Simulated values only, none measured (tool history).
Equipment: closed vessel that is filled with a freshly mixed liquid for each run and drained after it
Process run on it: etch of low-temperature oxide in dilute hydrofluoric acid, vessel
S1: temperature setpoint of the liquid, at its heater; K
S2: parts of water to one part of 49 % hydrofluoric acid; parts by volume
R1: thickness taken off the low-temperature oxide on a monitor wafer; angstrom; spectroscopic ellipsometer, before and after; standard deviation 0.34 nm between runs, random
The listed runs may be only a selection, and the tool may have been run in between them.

{"run": 1, "hour": 0.0, "S1": 298.15, "S2": 125, "time in the liquid (s)": 420, "R1": 601.31}
{"run": 2, "hour": 8.2, "S1": 298.15, "S2": 125, "time in the liquid (s)": 450, "R1": 642.67}
{"run": 3, "hour": 11.0, "S1": 296.65, "S2": 125, "time in the liquid (s)": 450, "R1": 611.44}
{"run": 4, "hour": 18.2, "S1": 296.65, "S2": 90, "time in the liquid (s)": 450, "R1": 878.98}
{"run": 5, "hour": 19.8, "S1": 296.65, "S2": 115, "time in the liquid (s)": 450, "R1": 667.03}
{"run": 6, "hour": 28.2, "S1": 295.65, "S2": 115, "time in the liquid (s)": 450, "R1": 648.29}
{"run": 7, "hour": 29.6, "S1": 294.65, "S2": 115, "time in the liquid (s)": 450, "R1": 615.87}
{"run": 8, "hour": 35.9, "S1": 293.65, "S2": 115, "time in the liquid (s)": 450, "R1": 589.73}
{"run": 9, "hour": 36.9, "S1": 293.15, "S2": 115, "time in the liquid (s)": 450, "R1": 583.62}
{"run": 10, "hour": 38.5, "S1": 292.65, "S2": 115, "time in the liquid (s)": 450, "R1": 570.65}
{"hour": 41.7, "done": "thermometer replaced"}
{"run": 11, "hour": 41.7, "S1": 292.15, "S2": 115, "time in the liquid (s)": 450, "R1": 520.74}
{"run": 12, "hour": 51.0, "S1": 291.65, "S2": 115, "time in the liquid (s)": 450, "R1": 511.28}
{"run": 13, "hour": 59.9, "S1": 291.15, "S2": 115, "time in the liquid (s)": 450, "R1": 502.9}

Expected results for the next run?
{"run": 14, "hour": 66.2, "S1": 290.65, "S2": 120, "time in the liquid (s)": 450, "R1": "?"}

Run 14 produced R1 471.63 angstrom.

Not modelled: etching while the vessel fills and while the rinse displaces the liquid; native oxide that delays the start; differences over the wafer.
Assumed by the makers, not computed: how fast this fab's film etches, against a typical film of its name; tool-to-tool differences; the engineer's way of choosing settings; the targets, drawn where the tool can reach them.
